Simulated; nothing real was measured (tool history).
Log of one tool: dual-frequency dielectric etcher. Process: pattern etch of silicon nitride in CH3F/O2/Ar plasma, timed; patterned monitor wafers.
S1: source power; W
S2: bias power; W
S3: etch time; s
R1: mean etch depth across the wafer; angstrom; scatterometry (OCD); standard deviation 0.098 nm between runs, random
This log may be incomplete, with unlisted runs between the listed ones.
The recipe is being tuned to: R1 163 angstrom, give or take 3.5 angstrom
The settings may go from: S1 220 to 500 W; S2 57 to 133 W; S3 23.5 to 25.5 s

run,hour,S1,S2,S3,R1
1,0,360,95,25.5,182.16
2,2.5,360,102,25.5,188.76
3,10.2,360,116,25.5,199.27
4,15.7,360,116,25.5,199.61
5,18.5,360,116,25.5,198.07
6,24.8,360,116,23.5,183.57
7,30.2,350,115,23.5,181.19
8,33.9,340,114,23.5,179.42
9,41.9,330,113,23.5,176.91
10,46.8,330,113,23.5,175.52
11,47.4,320,113,23.5,174.95
12,54.8,310,112,23.5,172.92
13,61,300,112,23.5,169.86

Exercise: of the 5 proposed moves below, exactly one satisfies all targets within the stated allowed misses. Which move is it?
A,67.2,300,111,24.5,?
B,67.2,330,96,23.5,?
C,67.2,300,122,24,?
D,67.2,300,117,23.5,?
E,67.2,220,110,23.5,?

move,R1
A,177.2
B,162.88
C,181.81
D,174.42
E,154.54
A: lands further from the targets than the last run did
B: every result lands within tolerance
C: lands further from the targets than the last run did
D: lands further from the targets than the last run did
E: pushes the last run's worst result past its target
Answer: B

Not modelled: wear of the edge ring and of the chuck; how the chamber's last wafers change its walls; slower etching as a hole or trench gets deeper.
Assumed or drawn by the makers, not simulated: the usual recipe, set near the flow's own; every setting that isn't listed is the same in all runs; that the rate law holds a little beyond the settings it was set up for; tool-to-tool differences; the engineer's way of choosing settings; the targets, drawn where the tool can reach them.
